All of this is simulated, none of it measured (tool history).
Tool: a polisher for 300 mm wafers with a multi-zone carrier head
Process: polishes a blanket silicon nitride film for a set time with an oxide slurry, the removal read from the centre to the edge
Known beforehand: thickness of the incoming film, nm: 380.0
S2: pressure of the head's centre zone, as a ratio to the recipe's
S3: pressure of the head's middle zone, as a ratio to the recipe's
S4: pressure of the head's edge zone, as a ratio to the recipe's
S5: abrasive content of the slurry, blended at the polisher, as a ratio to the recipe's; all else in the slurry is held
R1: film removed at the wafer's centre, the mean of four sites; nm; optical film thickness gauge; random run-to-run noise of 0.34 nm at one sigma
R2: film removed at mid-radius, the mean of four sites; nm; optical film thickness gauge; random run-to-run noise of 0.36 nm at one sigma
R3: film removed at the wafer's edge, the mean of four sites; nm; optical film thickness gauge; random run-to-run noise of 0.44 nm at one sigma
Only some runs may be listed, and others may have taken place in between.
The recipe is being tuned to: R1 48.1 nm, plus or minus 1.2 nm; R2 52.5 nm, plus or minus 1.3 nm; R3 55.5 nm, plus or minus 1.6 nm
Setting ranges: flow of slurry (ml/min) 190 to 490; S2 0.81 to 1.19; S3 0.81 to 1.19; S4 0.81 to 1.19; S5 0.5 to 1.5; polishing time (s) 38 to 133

run 1 day=0 | flow_of_slurry_(ml/min)=315 S2=1 S3=1 S4=1 S5=1 polishing_time_(s)=85 | R1=64.393 R2=62.136 R3=63.865
run 2 day=0.283 | flow_of_slurry_(ml/min)=315 S2=1 S3=1 S4=1 S5=1 polishing_time_(s)=77 | R1=58.7 R2=56.777 R3=57.998
run 3 day=0.496 | flow_of_slurry_(ml/min)=305 S2=0.97 S3=0.99 S4=0.99 S5=1 polishing_time_(s)=77 | R1=56.058 R2=54.783 R3=57.854
run 4 day=0.55 | flow_of_slurry_(ml/min)=295 S2=0.95 S3=1 S4=0.98 S5=1 polishing_time_(s)=77 | R1=55.558 R2=56.17 R3=56.613
run 5 day=0.892 | flow_of_slurry_(ml/min)=290 S2=0.92 S3=0.99 S4=0.98 S5=1 polishing_time_(s)=77 | R1=53.866 R2=55.448 R3=57.028
run 6 day=1.212 | flow_of_slurry_(ml/min)=290 S2=0.92 S3=0.99 S4=1.01 S5=1 polishing_time_(s)=77 | R1=53.725 R2=55.469 R3=57.51
run 7 day=1.233 | flow_of_slurry_(ml/min)=245 S2=0.83 S3=0.95 S4=0.97 S5=0.95 polishing_time_(s)=77 | R1=46.038 R2=50.556 R3=54.579
run 8 day=1.492 | flow_of_slurry_(ml/min)=255 S2=0.83 S3=0.95 S4=0.97 S5=0.95 polishing_time_(s)=77 | R1=46.374 R2=51.083 R3=54.948
run 9 day=1.592 | flow_of_slurry_(ml/min)=265 S2=0.83 S3=0.95 S4=0.97 S5=0.95 polishing_time_(s)=77 | R1=47.004 R2=51.096 R3=55.704
run 10 day=1.629 | flow_of_slurry_(ml/min)=270 S2=0.83 S3=0.95 S4=0.97 S5=0.95 polishing_time_(s)=77 | R1=46.434 R2=51.652 R3=54.764
run 11 day=1.838 | flow_of_slurry_(ml/min)=275 S2=0.83 S3=0.95 S4=0.97 S5=0.95 polishing_time_(s)=77 | R1=46.79 R2=51.429 R3=55.829

Exercise: of the 5 proposed moves below, exactly one satisfies all targets within the stated allowed misses. Which move is it?
run A day=2.046 | flow_of_slurry_(ml/min)=315 S2=0.83 S3=0.93 S4=0.92 S5=1.1 polishing_time_(s)=73 | R1=? R2=? R3=?
run B day=2.046 | flow_of_slurry_(ml/min)=230 S2=0.93 S3=1 S4=1 S5=1 polishing_time_(s)=70 | R1=? R2=? R3=?
run C day=2.046 | flow_of_slurry_(ml/min)=310 S2=0.81 S3=0.91 S4=1.01 S5=0.9 polishing_time_(s)=82 | R1=? R2=? R3=?
run D day=2.046 | flow_of_slurry_(ml/min)=280 S2=0.85 S3=0.89 S4=1 S5=1.05 polishing_time_(s)=79 | R1=? R2=? R3=?
run E day=2.046 | flow_of_slurry_(ml/min)=270 S2=0.86 S3=0.86 S4=1.01 S5=1.05 polishing_time_(s)=77 | R1=? R2=? R3=?

move=A R1=48.632 R2=52.569 R3=55.044
move=B R1=48.089 R2=49.404 R3=51.102
move=C R1=48.65 R2=52.947 R3=59.049
move=D R1=52.084 R2=53.065 R3=60.181
move=E R1=51.11 R2=50.055 R3=58.769
A: every result within its allowed miss
B: brings the last run's worst result on target, with another outside its allowed miss
C: brings the last run's worst result on target, with another outside its allowed miss
D: pushes the last run's worst result past its target
E: pushes the last run's worst result past its target
Answer: A
